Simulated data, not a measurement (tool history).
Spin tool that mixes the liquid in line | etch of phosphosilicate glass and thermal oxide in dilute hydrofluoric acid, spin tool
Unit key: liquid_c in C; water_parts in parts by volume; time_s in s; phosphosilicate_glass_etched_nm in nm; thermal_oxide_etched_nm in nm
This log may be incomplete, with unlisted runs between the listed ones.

run,hour,liquid_c,water_parts,time_s,phosphosilicate_glass_etched_nm,thermal_oxide_etched_nm
1,0.0,26.0,185,30,17.330,0.71311
2,5.2,26.0,185,40,22.799,1.01090
3,6.5,26.0,185,35,20.007,0.84067
4,14.4,26.0,185,25,14.439,0.56878
5,22.5,28.0,150,30,24.103,1.00250
6,25.6,29.5,125,35,36.216,1.61740

Expected results for the next run?
7,30.7,29.5,125,35,?,?

Run 7 gave phosphosilicate_glass_etched_nm 36.047 nm, thermal_oxide_etched_nm 1.49720 nm.
